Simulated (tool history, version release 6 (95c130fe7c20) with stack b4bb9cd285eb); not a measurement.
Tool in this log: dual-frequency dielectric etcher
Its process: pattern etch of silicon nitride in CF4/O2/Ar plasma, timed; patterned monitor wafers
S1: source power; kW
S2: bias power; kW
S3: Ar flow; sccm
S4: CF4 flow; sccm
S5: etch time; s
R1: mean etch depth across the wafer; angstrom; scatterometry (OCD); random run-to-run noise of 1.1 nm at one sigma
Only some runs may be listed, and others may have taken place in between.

{"run": 1, "hour": 0.0, "S1": 0.4, "S2": 0.065, "S3": 86, "S4": 75, "S5": 296, "R1": 5360.7}
{"run": 2, "hour": 1.7, "S1": 0.4, "S2": 0.072, "S3": 86, "S4": 75, "S5": 296, "R1": 5533.1}
{"run": 3, "hour": 4.9, "S1": 0.4, "S2": 0.076, "S3": 86, "S4": 75, "S5": 296, "R1": 5630.6}
{"run": 4, "hour": 9.9, "S1": 0.4, "S2": 0.076, "S3": 86, "S4": 75, "S5": 296, "R1": 5654}
{"run": 5, "hour": 13.9, "S1": 0.4, "S2": 0.081, "S3": 86, "S4": 75, "S5": 296, "R1": 5782.4}
{"hour": 20.8, "done": "bias power generator calibrated"}
{"run": 6, "hour": 20.8, "S1": 0.37, "S2": 0.074, "S3": 88, "S4": 74, "S5": 296, "R1": 5054.4}

Forecast run 7:
{"run": 7, "hour": 28.9, "S1": 0.34, "S2": 0.074, "S3": 88, "S4": 74, "S5": 296, "R1": "?"}

Run 7 came out at R1 4626.3 angstrom.
